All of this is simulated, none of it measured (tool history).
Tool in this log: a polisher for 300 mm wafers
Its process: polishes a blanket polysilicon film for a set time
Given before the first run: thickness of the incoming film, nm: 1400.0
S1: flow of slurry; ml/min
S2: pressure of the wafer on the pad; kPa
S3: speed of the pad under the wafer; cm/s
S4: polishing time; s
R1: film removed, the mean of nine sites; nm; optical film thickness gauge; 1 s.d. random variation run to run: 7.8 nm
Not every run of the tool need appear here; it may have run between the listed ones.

run	day	S1	S2	S3	S4	R1
1	0.000	260	22.1	114	60	557.84
2	0.271	260	24.8	114	60	627.19
3	0.404	260	26.9	114	60	671.79
4	0.712	260	26.9	104	60	629.72
5	1.038	260	26.9	104	63	657.27
6	1.083	265	29.0	106	63	722.29
7	1.200	265	30.3	108	63	762.17
8	1.271	265	31.7	110	63	813.94
9	1.554	265	32.4	112	63	847.44

Run 10 is up next; what results do you expect?
# day 1.717: head pressure recalibrated
10	1.717	265	33.1	114	63	?

R1: 815.72 nm
